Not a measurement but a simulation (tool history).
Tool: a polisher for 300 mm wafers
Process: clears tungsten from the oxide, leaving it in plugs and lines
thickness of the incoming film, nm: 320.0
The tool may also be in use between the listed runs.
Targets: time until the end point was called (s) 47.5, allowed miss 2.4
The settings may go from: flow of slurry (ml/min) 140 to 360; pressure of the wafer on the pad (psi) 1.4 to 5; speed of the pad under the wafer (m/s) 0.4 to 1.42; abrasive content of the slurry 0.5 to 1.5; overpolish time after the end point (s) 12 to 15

| run | hour | flow of slurry (ml/min) | pressure of the wafer on the pad (psi) | speed of the pad under the wafer (m/s) | abrasive content of the slurry | overpolish time after the end point (s) | time until the end point was called (s) |
|---|---|---|---|---|---|---|---|
| 1 | 0 | 230 | 3.2 | 0.9 | 1 | 15 | 99.797 |
| 2 | 1 | 230 | 3.2 | 0.9 | 1 | 15 | 98.729 |
| 3 | 1.8 | 230 | 3.6 | 0.94 | 1 | 15 | 83.225 |
| 4 | 2.7 | 230 | 3.6 | 0.94 | 1 | 15 | 85.285 |
| 5 | 4.5 | 180 | 3.6 | 0.94 | 1 | 15 | 89.635 |
| 6 | 12.4 | 180 | 3.6 | 0.94 | 0.9 | 15 | 88.288 |
| 7 | 16.7 | 185 | 3.9 | 0.98 | 0.9 | 15 | 78.659 |
| 8 | 23 | 190 | 4.1 | 1.02 | 0.9 | 15 | 72.47 |

Which of these 4 next moves meets every target?
| A | 29.3 | 225 | 5 | 1.2 | 1.15 | 12 | ? |
| B | 29.3 | 250 | 5 | 1.34 | 0.95 | 14 | ? |
| C | 29.3 | 220 | 5 | 1.36 | 0.95 | 14 | ? |
| D | 29.3 | 250 | 5 | 1.38 | 0.85 | 13 | ? |

| move | time until the end point was called (s) |
|---|---|
| A | 48.016 |
| B | 44.058 |
| C | 43.814 |
| D | 43.496 |
A: meets every target
B: takes the result that was furthest off past its target
C: takes the result that was furthest off past its target
D: takes the result that was furthest off past its target
Move A is the one to make.
